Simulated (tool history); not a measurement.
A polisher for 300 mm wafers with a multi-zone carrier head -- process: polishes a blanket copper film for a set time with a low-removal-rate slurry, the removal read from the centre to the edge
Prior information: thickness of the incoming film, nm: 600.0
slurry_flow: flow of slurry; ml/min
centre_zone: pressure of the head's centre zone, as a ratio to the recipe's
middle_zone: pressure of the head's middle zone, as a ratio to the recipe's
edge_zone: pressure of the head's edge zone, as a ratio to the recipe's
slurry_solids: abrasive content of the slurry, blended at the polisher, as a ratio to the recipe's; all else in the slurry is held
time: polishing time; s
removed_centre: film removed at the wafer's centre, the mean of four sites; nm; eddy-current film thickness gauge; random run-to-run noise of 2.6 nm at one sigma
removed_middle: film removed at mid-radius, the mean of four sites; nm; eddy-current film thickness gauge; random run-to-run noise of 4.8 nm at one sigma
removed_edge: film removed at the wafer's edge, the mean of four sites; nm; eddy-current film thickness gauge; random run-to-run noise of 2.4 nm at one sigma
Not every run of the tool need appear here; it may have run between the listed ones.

run 1 hour=0.0 | slurry_flow=155 centre_zone=1.00 middle_zone=1.00 edge_zone=1.00 slurry_solids=1.00 time=84 | removed_centre=190.84 removed_middle=191.02 removed_edge=195.06
run 2 hour=7.8 | slurry_flow=160 centre_zone=1.01 middle_zone=1.01 edge_zone=1.02 slurry_solids=1.05 time=87 | removed_centre=204.54 removed_middle=202.20 removed_edge=204.58
run 3 hour=10.1 | slurry_flow=160 centre_zone=1.01 middle_zone=1.01 edge_zone=1.02 slurry_solids=1.05 time=97 | removed_centre=227.15 removed_middle=219.97 removed_edge=227.52
run 4 hour=13.1 | slurry_flow=160 centre_zone=1.01 middle_zone=1.01 edge_zone=1.02 slurry_solids=1.05 time=109 | removed_centre=254.43 removed_middle=248.20 removed_edge=253.13
run 5 hour=19.2 | slurry_flow=165 centre_zone=1.02 middle_zone=1.02 edge_zone=1.03 slurry_solids=1.10 time=110 | removed_centre=262.88 removed_middle=255.93 removed_edge=263.47
run 6 hour=20.0 | slurry_flow=170 centre_zone=1.03 middle_zone=1.04 edge_zone=1.04 slurry_solids=1.15 time=110 | removed_centre=270.11 removed_middle=270.86 removed_edge=265.79
run 7 hour=24.5 | slurry_flow=210 centre_zone=1.10 middle_zone=1.01 edge_zone=1.14 slurry_solids=1.40 time=115 | removed_centre=325.11 removed_middle=298.98 removed_edge=307.73
run 8 hour=27.7 | slurry_flow=210 centre_zone=1.10 middle_zone=1.02 edge_zone=1.14 slurry_solids=1.40 time=115 | removed_centre=328.59 removed_middle=302.19 removed_edge=311.55
run 9 hour=30.8 | slurry_flow=210 centre_zone=1.10 middle_zone=1.03 edge_zone=1.14 slurry_solids=1.40 time=115 | removed_centre=332.07 removed_middle=295.54 removed_edge=306.13
run 10 hour=33.5 | slurry_flow=210 centre_zone=1.09 middle_zone=1.04 edge_zone=1.13 slurry_solids=1.40 time=115 | removed_centre=325.15 removed_middle=299.65 removed_edge=305.19
run 11 hour=40.2 | slurry_flow=210 centre_zone=1.09 middle_zone=1.05 edge_zone=1.13 slurry_solids=1.40 time=115 | removed_centre=323.51 removed_middle=296.74 removed_edge=305.15

For run 12, what comes out?
run 12 hour=45.3 | slurry_flow=210 centre_zone=1.08 middle_zone=1.06 edge_zone=1.12 slurry_solids=1.40 time=116 | removed_centre=? removed_middle=? removed_edge=?

Run 12 measured removed_centre 324.30 nm, removed_middle 307.49 nm, removed_edge 307.55 nm.
